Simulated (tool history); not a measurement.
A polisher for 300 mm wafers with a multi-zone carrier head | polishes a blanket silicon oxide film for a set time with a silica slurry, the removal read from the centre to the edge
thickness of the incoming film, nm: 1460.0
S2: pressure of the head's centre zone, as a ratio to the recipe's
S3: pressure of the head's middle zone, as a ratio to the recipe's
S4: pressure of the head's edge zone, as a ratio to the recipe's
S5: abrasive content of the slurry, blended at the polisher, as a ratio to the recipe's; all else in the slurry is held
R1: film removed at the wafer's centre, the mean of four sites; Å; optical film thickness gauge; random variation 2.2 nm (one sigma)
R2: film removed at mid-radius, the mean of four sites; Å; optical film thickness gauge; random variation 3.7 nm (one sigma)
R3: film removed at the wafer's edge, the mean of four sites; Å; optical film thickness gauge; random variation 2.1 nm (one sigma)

run 1 hour=0 | flow_of_slurry_(ml/min)=280 S2=1 S3=1 S4=1 S5=1 polishing_time_(s)=62 | R1=2727.5 R2=2809 R3=2704.2
run 2 hour=6.2 | flow_of_slurry_(ml/min)=280 S2=1 S3=1.01 S4=0.98 S5=0.95 polishing_time_(s)=62 | R1=2663.6 R2=2657.8 R3=2640.2
run 3 hour=6.8 | flow_of_slurry_(ml/min)=300 S2=1 S3=1.03 S4=0.97 S5=0.95 polishing_time_(s)=60 | R1=2622.7 R2=2724.2 R3=2541.1
run 4 hour=13.9 | flow_of_slurry_(ml/min)=305 S2=1 S3=1.04 S4=0.95 S5=0.9 polishing_time_(s)=60 | R1=2544.5 R2=2614 R3=2464
run 5 hour=15.4 | flow_of_slurry_(ml/min)=310 S2=1 S3=1.06 S4=0.93 S5=0.9 polishing_time_(s)=60 | R1=2546 R2=2672.3 R3=2427.7
run 6 hour=20.3 | flow_of_slurry_(ml/min)=245 S2=1 S3=1.06 S4=0.93 S5=0.9 polishing_time_(s)=60 | R1=2487 R2=2571.1 R3=2421.8
run 7 hour=26.8 | flow_of_slurry_(ml/min)=295 S2=1.01 S3=1.15 S4=0.83 S5=0.7 polishing_time_(s)=59 | R1=2122.4 R2=2375.1 R3=1949.5

The next listed run, before its measurement:
run 8 hour=34.8 | flow_of_slurry_(ml/min)=300 S2=1.02 S3=1.15 S4=0.84 S5=0.7 polishing_time_(s)=59 | R1=? R2=? R3=?

R1: 2150 Å
R2: 2447.7 Å
R3: 1893.6 Å
